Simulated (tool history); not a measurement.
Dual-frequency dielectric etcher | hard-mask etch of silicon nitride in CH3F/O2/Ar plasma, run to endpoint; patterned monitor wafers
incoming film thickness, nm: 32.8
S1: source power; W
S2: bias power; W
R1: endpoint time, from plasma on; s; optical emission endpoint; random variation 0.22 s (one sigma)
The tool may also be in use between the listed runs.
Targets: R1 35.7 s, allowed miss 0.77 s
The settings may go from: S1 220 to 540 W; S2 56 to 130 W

run,day,S1,S2,R1
1,0,380,93,41.176
2,0.375,340,93,42.362
3,0.646,360,94,41.924
4,0.958,360,108,39.684
5,1.025,330,108,40.824
6,1.221,340,109,39.587
7,1.5,350,110,39.108
8,1.729,430,115,36.705

4 next moves are on the table. One of them brings every result within its allowed miss. Which?
A,1.958,380,130,?
B,1.958,350,126,?
C,1.958,370,115,?
D,1.958,410,114,?

move,R1
A,35.618
B,36.881
C,37.807
D,36.923
A: meets every target
B: further off than the last run
C: further off than the last run
D: further off than the last run
The right move is A.
